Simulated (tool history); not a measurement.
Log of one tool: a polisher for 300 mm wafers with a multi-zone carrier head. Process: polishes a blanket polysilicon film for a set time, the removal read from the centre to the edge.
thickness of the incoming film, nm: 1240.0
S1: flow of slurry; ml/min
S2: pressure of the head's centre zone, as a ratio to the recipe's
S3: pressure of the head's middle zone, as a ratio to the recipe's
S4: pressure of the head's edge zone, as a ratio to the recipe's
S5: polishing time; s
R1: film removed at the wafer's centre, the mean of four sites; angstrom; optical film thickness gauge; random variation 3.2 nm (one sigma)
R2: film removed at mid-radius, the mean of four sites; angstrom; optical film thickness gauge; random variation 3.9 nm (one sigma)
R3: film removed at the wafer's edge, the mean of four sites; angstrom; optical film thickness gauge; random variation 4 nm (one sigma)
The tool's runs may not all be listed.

run	hour	S1	S2	S3	S4	S5	R1	R2	R3
1	0	170	1	1	1	62	5047.9	4973.1	5223.9
2	0.7	150	1	1	1	62	4932	4936.2	5171.7
3	6.8	150	0.96	1	1	62	4736.1	4867.8	4970.5
4	11.3	150	0.96	1	1	46	3552.3	3635.3	3779.2
5	13.2	145	0.93	1	1.03	46	3408.8	3624.1	3767.6
6	18.8	145	0.88	1	1.03	46	3292.1	3620.1	3811.7

Forecast run 7:
7	19.7	140	0.87	1.01	1.05	46	?	?	?

Run 7 gave R1 3135.7 angstrom, R2 3594.5 angstrom, R3 3731 angstrom.
